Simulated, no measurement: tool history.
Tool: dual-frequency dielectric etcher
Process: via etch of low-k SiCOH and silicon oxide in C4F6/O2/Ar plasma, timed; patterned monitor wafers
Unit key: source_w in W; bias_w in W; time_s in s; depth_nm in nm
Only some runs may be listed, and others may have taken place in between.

run  hour  source_w  bias_w  time_s  depth_nm
  1     0       300     231      43    97.017
  2   8.5       340     231      43    100.97
  3  12.4       310     228      43    97.282
  4  21.3       310     192      43    91.762
  5  22.5       300     191      43     90.59
  6  29.7       300     191      43    91.461
  7  35.1       290     190      43     89.57

For run 8, what comes out?
  8  41.6       280     190      43         ?

{"run 8": {"depth_nm": 88.307}}

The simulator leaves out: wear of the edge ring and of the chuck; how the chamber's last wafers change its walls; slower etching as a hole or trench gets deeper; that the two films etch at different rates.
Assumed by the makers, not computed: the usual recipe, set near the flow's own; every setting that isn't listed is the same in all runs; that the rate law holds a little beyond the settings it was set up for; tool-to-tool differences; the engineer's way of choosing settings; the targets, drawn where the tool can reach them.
